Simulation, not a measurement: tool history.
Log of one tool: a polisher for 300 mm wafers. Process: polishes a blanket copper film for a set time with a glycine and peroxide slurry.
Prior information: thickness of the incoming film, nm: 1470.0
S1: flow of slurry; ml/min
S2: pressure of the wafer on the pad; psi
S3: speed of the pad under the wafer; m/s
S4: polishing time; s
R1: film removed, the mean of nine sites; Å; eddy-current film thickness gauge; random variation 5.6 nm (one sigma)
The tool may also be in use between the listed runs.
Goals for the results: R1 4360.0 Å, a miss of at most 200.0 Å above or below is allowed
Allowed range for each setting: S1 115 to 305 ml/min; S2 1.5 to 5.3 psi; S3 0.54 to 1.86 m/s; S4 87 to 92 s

Run 1, day 0.000: S1 195 ml/min, S2 3.4 psi, S3 1.18 m/s, S4 87 s. Result: R1 7043.3 Å.
Run 2, day 0.108: S1 195 ml/min, S2 3.1 psi, S3 1.18 m/s, S4 87 s. Result: R1 6721.5 Å.
Run 3, day 0.267: S1 195 ml/min, S2 2.9 psi, S3 1.16 m/s, S4 87 s. Result: R1 6348.9 Å.
Run 4, day 0.546: S1 240 ml/min, S2 2.9 psi, S3 1.16 m/s, S4 87 s. Result: R1 6330.4 Å.
Run 5, day 0.588: S1 240 ml/min, S2 2.9 psi, S3 1.16 m/s, S4 92 s. Result: R1 6583.0 Å.
Run 6, day 0.925: S1 240 ml/min, S2 2.7 psi, S3 1.14 m/s, S4 92 s. Result: R1 6083.7 Å.
Run 7, day 1.092: S1 240 ml/min, S2 2.5 psi, S3 1.14 m/s, S4 92 s. Result: R1 5989.2 Å.
Run 8, day 1.375: S1 235 ml/min, S2 1.5 psi, S3 0.96 m/s, S4 91 s. Result: R1 3683.4 Å.
Run 9, day 1.596: S1 235 ml/min, S2 1.6 psi, S3 0.96 m/s, S4 91 s. Result: R1 3883.0 Å.
Run 10, day 1.771: S1 235 ml/min, S2 1.7 psi, S3 0.96 m/s, S4 91 s. Result: R1 4008.1 Å.

Exactly one of the 5 candidate moves below puts every result within its allowed miss. Which one?
Run A, day 1.946: S1 245 ml/min, S2 1.6 psi, S3 0.90 m/s, S4 91 s. Result: R1 ?.
Run B, day 1.946: S1 270 ml/min, S2 1.5 psi, S3 1.04 m/s, S4 87 s. Result: R1 ?.
Run C, day 1.946: S1 235 ml/min, S2 1.8 psi, S3 0.96 m/s, S4 87 s. Result: R1 ?.
Run D, day 1.946: S1 245 ml/min, S2 1.7 psi, S3 1.10 m/s, S4 90 s. Result: R1 ?.
Run E, day 1.946: S1 270 ml/min, S2 2.5 psi, S3 0.72 m/s, S4 87 s. Result: R1 ?.

move      R1
   A  3711.4
   B  3847.9
   C  3971.8
   D  4428.9
   E  3978.1
A: further off than the last run
B: further off than the last run
C: further off than the last run
D: in spec on every target
E: further off than the last run
Answer: D
